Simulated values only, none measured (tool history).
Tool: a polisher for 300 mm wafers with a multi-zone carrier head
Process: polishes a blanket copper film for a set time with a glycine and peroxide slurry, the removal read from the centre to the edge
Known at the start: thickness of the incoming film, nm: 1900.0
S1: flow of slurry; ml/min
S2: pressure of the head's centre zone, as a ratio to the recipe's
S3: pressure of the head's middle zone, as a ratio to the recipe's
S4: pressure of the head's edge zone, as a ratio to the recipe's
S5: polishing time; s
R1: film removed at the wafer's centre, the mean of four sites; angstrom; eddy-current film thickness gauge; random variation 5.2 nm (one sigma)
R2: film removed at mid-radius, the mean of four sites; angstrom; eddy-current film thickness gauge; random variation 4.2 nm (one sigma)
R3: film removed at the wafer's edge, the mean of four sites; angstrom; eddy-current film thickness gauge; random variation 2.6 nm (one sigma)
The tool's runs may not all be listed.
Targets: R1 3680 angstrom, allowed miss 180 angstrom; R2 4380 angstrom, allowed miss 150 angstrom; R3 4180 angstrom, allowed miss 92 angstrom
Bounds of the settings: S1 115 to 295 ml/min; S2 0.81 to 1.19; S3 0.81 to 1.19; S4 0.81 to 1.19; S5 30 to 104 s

run,hour,S1,S2,S3,S4,S5,R1,R2,R3
1,0,190,1,1,1,67,3144.9,2994.8,3076.9
2,3.9,200,0.98,1.04,1.04,70,3211.8,3266.8,3271
3,5.7,200,0.98,0.98,1.04,70,3229.3,3127.9,3285.1
4,9,200,1.02,0.98,1.04,70,3462.8,3114.7,3300.8
5,15.3,200,1.02,0.98,1.04,82,3997.7,3643.4,3839.9
6,17.9,210,0.99,1.01,1.06,82,3847.3,3797.5,3918.2
7,24.6,220,0.98,1.03,1.07,82,3780.2,3812.8,3973.1
8,30.9,225,0.97,1.07,1.08,83,3830.9,3990.2,4052.6
9,34,230,0.96,1.09,1.08,83,3820,4134.4,4059
10,42.4,235,0.95,1.1,1.09,83,3780.5,4214.5,4033.3
11,47,240,0.94,1.1,1.1,83,3843,4219.8,4099.7
12,48.6,240,0.93,1.11,1.11,83,3727.2,4264.2,4115.2
13,53.9,240,0.93,1.11,1.11,83,3740.6,4249.7,4097.8
14,57.9,240,0.92,1.11,1.12,83,3746.8,4189.1,4106.5

5 next moves are on the table. One of them brings every result within its allowed miss. Which?
A,61.9,260,0.87,1.04,1.18,82,?,?,?
B,61.9,195,0.9,1.15,1.12,86,?,?,?
C,61.9,260,0.97,1.08,1.05,81,?,?,?
D,61.9,230,1.03,1.17,1.15,82,?,?,?
E,61.9,135,1.02,1.11,1.11,86,?,?,?

move,R1,R2,R3
A,3489.3,3993.1,4201.1
B,3626.2,4387.1,4157.9
C,3847.5,4071.9,3908.5
D,4070.6,4346.6,4090.7
E,3781.6,3948.8,3925.2
A: further off than the last run
B: meets every target
C: further off than the last run
D: brings the result that was furthest off to its target, and leaves another outside
E: further off than the last run
The right move is B.
